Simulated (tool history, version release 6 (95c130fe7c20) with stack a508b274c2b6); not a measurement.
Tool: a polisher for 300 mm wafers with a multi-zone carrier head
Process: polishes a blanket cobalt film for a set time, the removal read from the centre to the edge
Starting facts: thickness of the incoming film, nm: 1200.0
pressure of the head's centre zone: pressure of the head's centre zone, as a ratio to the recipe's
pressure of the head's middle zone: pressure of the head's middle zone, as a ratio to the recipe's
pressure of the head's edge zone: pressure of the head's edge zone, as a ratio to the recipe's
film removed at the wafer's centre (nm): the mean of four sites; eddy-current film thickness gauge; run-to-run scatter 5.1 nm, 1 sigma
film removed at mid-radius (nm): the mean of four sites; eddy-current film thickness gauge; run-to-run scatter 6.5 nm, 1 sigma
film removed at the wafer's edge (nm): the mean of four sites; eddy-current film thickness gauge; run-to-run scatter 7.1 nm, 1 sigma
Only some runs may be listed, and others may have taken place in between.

run,hour,flow of slurry (ml/min),pressure of the head's centre zone,pressure of the head's middle zone,pressure of the head's edge zone,polishing time (s),film removed at the wafer's centre (nm),film removed at mid-radius (nm),film removed at the wafer's edge (nm)
1,0,200,1,1,1,76,373.4,373.2,349.02
2,7.1,200,0.98,0.99,1.03,80,384.95,392.72,382.38
3,8.1,200,0.98,0.99,0.98,80,375.58,375.77,374.73
4,12.9,200,0.98,0.99,0.91,80,383,385.36,364.86
5,21.2,200,0.96,0.98,0.93,84,393.47,407,379.2
6,28,195,0.94,0.96,0.98,87,407.18,403.42,412.38
7,31.9,195,0.94,0.96,0.98,87,401.46,404.36,401.15
8,40.5,200,0.92,0.96,1.02,90,402.63,421.89,437.57
9,48.3,205,0.92,0.96,1.04,91,399.12,429.41,448.12
10,53.4,205,0.92,0.96,1.04,91,407.84,423.88,440.55
11,58.6,205,0.91,0.96,1.05,93,414.42,437.43,460.16
12,61.7,205,0.91,0.96,1.07,94,427.45,436.34,457.55
13,69.7,210,0.9,0.96,1.08,95,426.75,455.1,471.57
14,70.3,210,0.9,0.96,1.08,95,424,444.04,470.49
15,75.1,210,0.89,0.96,1.09,96,429.16,456.69,470.26

What does the tool deliver on the next run?
16,79.4,210,0.88,0.95,1.09,97,?,?,?

Run 16 gave film removed at the wafer's centre (nm) 417.19, film removed at mid-radius (nm) 451.2, film removed at the wafer's edge (nm) 487.63.
